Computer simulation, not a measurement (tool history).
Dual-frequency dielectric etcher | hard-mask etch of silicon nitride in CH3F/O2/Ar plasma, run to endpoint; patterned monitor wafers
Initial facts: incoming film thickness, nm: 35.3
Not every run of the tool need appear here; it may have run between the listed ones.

run  hour  source power (kW)  bias power (kW)  endpoint time (s)
  1   0.0              0.510            0.084             49.429
  2   0.7              0.490            0.083             50.583
  3   6.5              0.430            0.083             54.165
  4  13.7              0.420            0.083             54.824
  5  15.8              0.420            0.089             53.961
  6  18.2              0.490            0.089             49.541
  7  24.1              0.480            0.088             50.111

What will run 8 give?
     26.7  -- source power generator calibrated
  8  26.7              0.470            0.088                  ?

Run 8 measured endpoint time (s) 49.832.
